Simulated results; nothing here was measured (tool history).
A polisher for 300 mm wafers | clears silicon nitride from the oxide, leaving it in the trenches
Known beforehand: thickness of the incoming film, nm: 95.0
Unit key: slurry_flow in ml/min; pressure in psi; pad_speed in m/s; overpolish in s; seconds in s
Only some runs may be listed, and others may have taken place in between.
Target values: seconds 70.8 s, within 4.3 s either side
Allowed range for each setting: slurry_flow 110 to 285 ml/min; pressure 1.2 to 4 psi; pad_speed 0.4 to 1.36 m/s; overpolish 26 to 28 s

run 1 hour=0 | slurry_flow=180 pressure=2.6 pad_speed=0.88 overpolish=26 | seconds=114.73
run 2 hour=8.7 | slurry_flow=200 pressure=2.6 pad_speed=0.88 overpolish=26 | seconds=114.06
run 3 hour=15.2 | slurry_flow=200 pressure=2.6 pad_speed=1.02 overpolish=26 | seconds=96.779
run 4 hour=17.1 | slurry_flow=200 pressure=2.8 pad_speed=1.02 overpolish=26 | seconds=94.003
run 5 hour=21.5 | slurry_flow=200 pressure=3 pad_speed=1.04 overpolish=26 | seconds=85.282
-- hour=23.6 head pressure recalibrated
run 6 hour=23.6 | slurry_flow=200 pressure=3 pad_speed=1.04 overpolish=26 | seconds=91.2
run 7 hour=27.8 | slurry_flow=200 pressure=3.2 pad_speed=1.08 overpolish=26 | seconds=83.692
run 8 hour=32.9 | slurry_flow=200 pressure=3.4 pad_speed=1.1 overpolish=26 | seconds=75.594

Exercise: of the 4 proposed moves below, exactly one satisfies all targets within the stated allowed misses. Which move is it?
run A hour=38 | slurry_flow=175 pressure=3 pad_speed=1.2 overpolish=28 | seconds=?
run B hour=38 | slurry_flow=120 pressure=4 pad_speed=1.12 overpolish=28 | seconds=?
run C hour=38 | slurry_flow=200 pressure=3.9 pad_speed=1.2 overpolish=26 | seconds=?
run D hour=38 | slurry_flow=175 pressure=3.5 pad_speed=1.36 overpolish=28 | seconds=?

move=A seconds=79.147
move=B seconds=69.117
move=C seconds=60.007
move=D seconds=60.24
A: misses by more than the last run did
B: every result lands within tolerance
C: takes the result that was furthest off past its target
D: takes the result that was furthest off past its target
So the answer is move B, the one that meets all the targets.

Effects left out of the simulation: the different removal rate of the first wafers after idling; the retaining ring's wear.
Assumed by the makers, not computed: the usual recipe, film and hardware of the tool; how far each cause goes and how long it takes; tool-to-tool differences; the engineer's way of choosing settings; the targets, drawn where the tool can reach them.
